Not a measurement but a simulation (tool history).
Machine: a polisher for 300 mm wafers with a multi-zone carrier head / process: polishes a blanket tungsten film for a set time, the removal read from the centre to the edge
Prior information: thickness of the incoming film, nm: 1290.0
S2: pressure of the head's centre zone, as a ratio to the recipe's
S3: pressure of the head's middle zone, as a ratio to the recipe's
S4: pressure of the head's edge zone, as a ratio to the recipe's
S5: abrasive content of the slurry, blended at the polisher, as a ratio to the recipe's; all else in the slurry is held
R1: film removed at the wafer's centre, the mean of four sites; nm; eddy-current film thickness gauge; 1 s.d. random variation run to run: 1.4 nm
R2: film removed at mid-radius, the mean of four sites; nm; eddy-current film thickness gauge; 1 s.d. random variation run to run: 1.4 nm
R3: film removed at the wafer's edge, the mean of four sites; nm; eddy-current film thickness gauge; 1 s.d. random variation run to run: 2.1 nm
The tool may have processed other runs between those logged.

Run 1, hour 0.0: flow of slurry (ml/min) 280, S2 1.00, S3 1.00, S4 1.00, S5 1.00, polishing time (s) 60. Result: R1 179.27 nm, R2 174.23 nm, R3 178.67 nm.
Run 2, hour 1.4: flow of slurry (ml/min) 280, S2 1.00, S3 1.00, S4 1.00, S5 1.00, polishing time (s) 53. Result: R1 156.96 nm, R2 157.87 nm, R3 159.47 nm.
Run 3, hour 1.9: flow of slurry (ml/min) 295, S2 1.02, S3 1.01, S4 0.98, S5 1.00, polishing time (s) 53. Result: R1 163.23 nm, R2 159.39 nm, R3 158.35 nm.
Run 4, hour 4.4: flow of slurry (ml/min) 270, S2 1.02, S3 1.01, S4 0.98, S5 1.00, polishing time (s) 53. Result: R1 160.58 nm, R2 156.31 nm, R3 155.45 nm.
Run 5, hour 11.0: flow of slurry (ml/min) 285, S2 1.03, S3 1.02, S4 0.96, S5 1.00, polishing time (s) 53. Result: R1 164.52 nm, R2 160.26 nm, R3 160.63 nm.
Run 6, hour 19.4: flow of slurry (ml/min) 285, S2 1.03, S3 0.98, S4 0.96, S5 1.00, polishing time (s) 53. Result: R1 161.59 nm, R2 154.88 nm, R3 153.36 nm.

Predict the results of run 7:
Run 7, hour 23.5: flow of slurry (ml/min) 365, S2 1.07, S3 1.05, S4 0.86, S5 0.95, polishing time (s) 53. Result: R1 ?, R2 ?, R3 ?.

R1: 171.91 nm
R2: 162.45 nm
R3: 154.71 nm
